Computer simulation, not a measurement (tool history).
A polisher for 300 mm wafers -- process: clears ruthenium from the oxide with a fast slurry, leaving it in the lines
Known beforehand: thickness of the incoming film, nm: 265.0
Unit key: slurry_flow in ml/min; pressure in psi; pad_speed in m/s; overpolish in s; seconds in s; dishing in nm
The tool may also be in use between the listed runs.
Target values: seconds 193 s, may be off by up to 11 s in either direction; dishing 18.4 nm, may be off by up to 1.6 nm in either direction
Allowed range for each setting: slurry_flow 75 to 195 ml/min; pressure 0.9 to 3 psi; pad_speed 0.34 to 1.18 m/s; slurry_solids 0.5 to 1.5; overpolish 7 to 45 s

run,hour,slurry_flow,pressure,pad_speed,slurry_solids,overpolish,seconds,dishing
1,0,125,1.9,0.76,1,23,152.75,35.148
2,2.8,125,1.8,0.76,1,20,161.97,29.353
3,8.3,125,1.7,0.76,1,18,165.52,26.344
4,15.7,125,1.6,0.76,1,17,179.28,23.748
# hour 16.7: slurry blender recalibrated
5,16.7,125,1.6,0.76,1,16,156.86,25.24
6,25.2,125,1.6,0.76,1,19,152.81,28.62
7,26.4,125,1.2,0.74,1,11,200.57,13.617
8,28.9,125,1.3,0.74,1,12,193.41,16.473

Next run, 5 choices. One meets every target within its allowed miss, the rest don't. Which?
A,31.4,125,1.3,0.7,1.05,14,?,?
B,31.4,175,1,0.9,0.85,16,?,?
C,31.4,105,1.2,0.86,1,16,?,?
D,31.4,105,1.5,0.7,1.05,13,?,?
E,31.4,145,1.4,0.5,0.85,19,?,?

move,seconds,dishing
A,192.09,18.544
B,216.15,18.813
C,192.24,20.96
D,173.02,19.074
E,226.47,21.113
A: all results land within tolerance of their targets
B: gets the furthest-off result to its target, but another result is out of tolerance
C: takes the biggest miss from the last run beyond its target
D: gets the furthest-off result to its target, but another result is out of tolerance
E: takes the biggest miss from the last run beyond its target
Move A is the one to make.
